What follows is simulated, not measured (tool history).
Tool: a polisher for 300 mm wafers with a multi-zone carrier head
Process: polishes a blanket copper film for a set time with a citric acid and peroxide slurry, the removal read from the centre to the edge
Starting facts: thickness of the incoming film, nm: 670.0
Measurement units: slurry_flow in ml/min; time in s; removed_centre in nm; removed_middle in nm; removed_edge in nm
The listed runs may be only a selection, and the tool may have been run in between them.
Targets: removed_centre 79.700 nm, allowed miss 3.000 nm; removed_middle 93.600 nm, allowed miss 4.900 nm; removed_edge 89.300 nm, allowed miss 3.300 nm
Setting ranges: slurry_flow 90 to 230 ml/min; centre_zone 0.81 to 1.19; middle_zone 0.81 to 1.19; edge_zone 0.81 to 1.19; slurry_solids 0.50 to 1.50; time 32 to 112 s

run  hour  slurry_flow  centre_zone  middle_zone  edge_zone  slurry_solids  time  removed_centre  removed_middle  removed_edge
  1   0.0          150         1.00         1.00       1.00           1.00    72         119.280         116.710       118.200
  2   4.9          150         1.00         1.00       0.96           1.00    72         118.960         122.240       117.670
  3   7.4          150         1.00         1.00       0.96           1.00    86         141.890         140.540       139.380
  4  10.5          145         0.96         0.99       0.94           0.85    79         120.840         123.600       124.240
  5  17.5          145         0.96         0.99       0.94           1.05    79         124.980         132.330       127.800
  6  25.4          140         0.94         0.99       0.92           0.95    73         110.940         119.260       114.130
  7  29.4          135         0.91         0.99       0.90           0.85    70          99.789         111.110       106.870
  8  36.0          130         0.90         0.99       0.88           0.75    68          94.250         102.040        98.546
  9  41.4          125         0.88         0.99       0.87           0.70    68          89.255         102.620        96.123
 10  47.1          120         0.87         0.98       0.86           0.65    68          88.139          99.215        94.064
 11  53.4          105         0.81         0.98       0.85           0.55    67          75.789          91.563        87.904

Exercise: of the 5 proposed moves below, exactly one satisfies all targets within the stated allowed misses. Which move is it?
  A  59.7          115         0.81         1.09       0.88           0.65    62               ?               ?             ?
  B  59.7          115         0.86         1.08       0.81           0.50    65               ?               ?             ?
  C  59.7          105         0.89         0.98       0.84           0.50    64               ?               ?             ?
  D  59.7           95         0.86         1.00       0.85           0.60    68               ?               ?             ?
  E  59.7          120         0.87         1.05       0.81           0.65    61               ?               ?             ?

move  removed_centre  removed_middle  removed_edge
   A          74.287          99.007        84.820
   B          78.460          98.727        82.183
   C          77.425          87.512        81.061
   D          79.797          94.777        87.480
   E          78.403          95.277        81.033
A: the biggest miss grows against the last run
B: the furthest-off result lands on target, but another misses its tolerance
C: the furthest-off result lands on target, but another misses its tolerance
D: every result lands within tolerance
E: the furthest-off result lands on target, but another misses its tolerance
Go with D: it meets all targets.
